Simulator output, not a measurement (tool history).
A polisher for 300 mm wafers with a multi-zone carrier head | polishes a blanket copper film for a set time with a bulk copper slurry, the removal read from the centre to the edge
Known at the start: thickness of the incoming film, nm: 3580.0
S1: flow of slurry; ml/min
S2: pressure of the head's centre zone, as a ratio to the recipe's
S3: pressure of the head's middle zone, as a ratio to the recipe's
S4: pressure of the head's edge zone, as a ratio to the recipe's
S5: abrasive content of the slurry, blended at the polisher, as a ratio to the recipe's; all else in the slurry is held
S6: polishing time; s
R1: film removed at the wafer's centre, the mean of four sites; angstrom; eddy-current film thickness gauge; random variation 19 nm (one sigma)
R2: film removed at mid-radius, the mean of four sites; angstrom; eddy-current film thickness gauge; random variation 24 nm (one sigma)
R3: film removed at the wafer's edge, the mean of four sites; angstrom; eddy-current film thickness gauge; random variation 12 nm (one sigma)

run  hour   S1    S2    S3    S4    S5   S6     R1     R2     R3
  1   0.0  215  1.00  1.00  1.00  1.00   86  12514  12239  12339
  2   2.6  215  1.00  1.00  1.00  1.00  101  14650  14295  14429
  3   7.8  260  1.00  1.00  1.00  1.00  101  15091  14733  14791
  4  15.8  265  1.00  1.02  1.02  1.05  101  15220  15145  14877
  5  20.6  265  0.99  1.03  1.03  1.10  102  15055  15173  15228
  6  27.6  270  0.99  1.05  1.04  1.15  104  15806  16282  15754
  7  28.2  270  0.99  1.06  1.05  1.20  105  15912  16351  16143
  8  34.8  270  0.99  1.07  1.06  1.25  106  16205  16977  16467

Run 9 comes next. What will it give?
  9  40.1  270  0.99  1.08  1.07  1.30  106   ?   ?   ?

Run 9 gave R1 16582 angstrom, R2 17090 angstrom, R3 16695 angstrom.
